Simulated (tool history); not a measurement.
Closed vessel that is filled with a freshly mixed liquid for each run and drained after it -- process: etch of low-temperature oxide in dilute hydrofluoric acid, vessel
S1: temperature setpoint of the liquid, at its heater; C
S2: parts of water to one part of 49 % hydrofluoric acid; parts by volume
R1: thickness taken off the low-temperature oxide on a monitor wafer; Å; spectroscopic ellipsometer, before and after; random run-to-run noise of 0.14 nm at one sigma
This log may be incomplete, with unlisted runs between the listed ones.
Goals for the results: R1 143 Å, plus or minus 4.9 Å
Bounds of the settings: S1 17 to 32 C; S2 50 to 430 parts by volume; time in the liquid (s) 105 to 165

Run 1, day 0: S1 24 C, S2 240 parts by volume, time in the liquid (s) 165. Result: R1 90.331 Å.
Run 2, day 0.125: S1 26.5 C, S2 240 parts by volume, time in the liquid (s) 165. Result: R1 97.253 Å.
Run 3, day 0.45: S1 29 C, S2 240 parts by volume, time in the liquid (s) 165. Result: R1 107.45 Å.
Run 4, day 0.758: S1 29 C, S2 240 parts by volume, time in the liquid (s) 165. Result: R1 106.69 Å.
Run 5, day 1.067: S1 27.5 C, S2 240 parts by volume, time in the liquid (s) 165. Result: R1 101.96 Å.
Run 6, day 1.142: S1 27.5 C, S2 240 parts by volume, time in the liquid (s) 165. Result: R1 100.74 Å.
Run 7, day 1.408: S1 28.5 C, S2 230 parts by volume, time in the liquid (s) 165. Result: R1 111.69 Å.
Run 8, day 1.567: S1 29.5 C, S2 225 parts by volume, time in the liquid (s) 165. Result: R1 114.96 Å.
Run 9, day 1.938: S1 30 C, S2 215 parts by volume, time in the liquid (s) 165. Result: R1 126.79 Å.

Consider the 5 candidate settings below. Which is the only one whose results all fall within their allowed miss of target?
Run A, day 2.308: S1 29.5 C, S2 180 parts by volume, time in the liquid (s) 165. Result: R1 ?.
Run B, day 2.308: S1 31.5 C, S2 190 parts by volume, time in the liquid (s) 165. Result: R1 ?.
Run C, day 2.308: S1 30.5 C, S2 190 parts by volume, time in the liquid (s) 165. Result: R1 ?.
Run D, day 2.308: S1 30.5 C, S2 185 parts by volume, time in the liquid (s) 135. Result: R1 ?.
Run E, day 2.308: S1 27 C, S2 180 parts by volume, time in the liquid (s) 165. Result: R1 ?.

move      R1
   A  157.73
   B  157.81
   C   152.6
   D  129.08
   E  144.54
A: the result that was furthest off in the last run now lies on the other side of its target
B: the result that was furthest off in the last run now lies on the other side of its target
C: the result that was furthest off in the last run now lies on the other side of its target
D: better than the last run, though not everything is in spec
E: every result lands within tolerance
So the answer is move E, the one that meets all the targets.
